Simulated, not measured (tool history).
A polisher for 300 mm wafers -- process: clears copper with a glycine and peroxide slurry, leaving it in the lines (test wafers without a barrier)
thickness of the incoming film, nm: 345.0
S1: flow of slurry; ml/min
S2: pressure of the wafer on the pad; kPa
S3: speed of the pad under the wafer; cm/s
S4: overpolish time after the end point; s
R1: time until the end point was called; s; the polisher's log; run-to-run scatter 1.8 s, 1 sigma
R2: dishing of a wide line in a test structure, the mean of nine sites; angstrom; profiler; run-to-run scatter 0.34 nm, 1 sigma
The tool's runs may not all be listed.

{"run": 1, "hour": 0.0, "S1": 215, "S2": 13.1, "S3": 104, "S4": 10, "R1": 83.456, "R2": 246.92}
{"run": 2, "hour": 0.7, "S1": 215, "S2": 12.4, "S3": 104, "S4": 10, "R1": 87.276, "R2": 237.89}
{"run": 3, "hour": 8.6, "S1": 215, "S2": 14.5, "S3": 104, "S4": 10, "R1": 80.573, "R2": 259.81}
{"run": 4, "hour": 9.7, "S1": 215, "S2": 13.8, "S3": 102, "S4": 10, "R1": 81.259, "R2": 254.58}
{"run": 5, "hour": 12.9, "S1": 215, "S2": 13.8, "S3": 102, "S4": 14, "R1": 80.555, "R2": 339.01}
{"run": 6, "hour": 17.8, "S1": 245, "S2": 13.8, "S3": 102, "S4": 14, "R1": 82.173, "R2": 329.9}
{"run": 7, "hour": 18.6, "S1": 245, "S2": 13.1, "S3": 102, "S4": 14, "R1": 86.188, "R2": 319.74}
{"run": 8, "hour": 23.9, "S1": 245, "S2": 12.4, "S3": 102, "S4": 14, "R1": 86.503, "R2": 322.53}

The next listed run, before its measurement:
{"run": 9, "hour": 27.8, "S1": 245, "S2": 8.3, "S3": 96, "S4": 12, "R1": "?", "R2": "?"}

R1: 114.890 s
R2: 209.75 angstrom
